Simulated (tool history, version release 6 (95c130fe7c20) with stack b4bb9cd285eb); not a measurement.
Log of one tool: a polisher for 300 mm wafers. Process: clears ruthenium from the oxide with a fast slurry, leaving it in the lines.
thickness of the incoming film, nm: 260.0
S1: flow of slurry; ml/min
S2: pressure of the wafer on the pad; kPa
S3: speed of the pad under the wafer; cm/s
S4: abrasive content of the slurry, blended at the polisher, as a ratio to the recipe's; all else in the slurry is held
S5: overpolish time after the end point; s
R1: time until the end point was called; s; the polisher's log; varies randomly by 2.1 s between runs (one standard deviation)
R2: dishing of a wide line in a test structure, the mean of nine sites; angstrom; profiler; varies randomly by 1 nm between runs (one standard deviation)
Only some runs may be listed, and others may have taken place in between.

{"run": 1, "hour": 0.0, "S1": 180, "S2": 17.9, "S3": 84, "S4": 1, "S5": 24, "R1": 79.757, "R2": 691.04}
{"run": 2, "hour": 4.2, "S1": 180, "S2": 16.5, "S3": 84, "S4": 1, "S5": 24, "R1": 86.031, "R2": 626.38}
{"run": 3, "hour": 5.7, "S1": 180, "S2": 16.5, "S3": 84, "S4": 1.2, "S5": 24, "R1": 77.174, "R2": 750.33}
{"run": 4, "hour": 14.6, "S1": 135, "S2": 16.5, "S3": 84, "S4": 1.2, "S5": 24, "R1": 80.821, "R2": 694.71}
{"run": 5, "hour": 15.4, "S1": 135, "S2": 15.2, "S3": 84, "S4": 1.2, "S5": 24, "R1": 87.075, "R2": 670.36}
{"run": 6, "hour": 18.9, "S1": 115, "S2": 15.2, "S3": 84, "S4": 1.2, "S5": 24, "R1": 88.026, "R2": 635.67}
{"run": 7, "hour": 27.9, "S1": 115, "S2": 13.8, "S3": 84, "S4": 1.2, "S5": 24, "R1": 91.657, "R2": 599.06}
{"run": 8, "hour": 31.9, "S1": 115, "S2": 9, "S3": 70, "S4": 1.2, "S5": 27, "R1": 148.48, "R2": 445.72}

Run 9 has not been measured yet. What should we expect?
{"run": 9, "hour": 40.4, "S1": 115, "S2": 9.7, "S3": 70, "S4": 1.2, "S5": 27, "R1": "?", "R2": "?"}

For run 9 the tool returned R1 139.85 s, R2 470.07 angstrom.

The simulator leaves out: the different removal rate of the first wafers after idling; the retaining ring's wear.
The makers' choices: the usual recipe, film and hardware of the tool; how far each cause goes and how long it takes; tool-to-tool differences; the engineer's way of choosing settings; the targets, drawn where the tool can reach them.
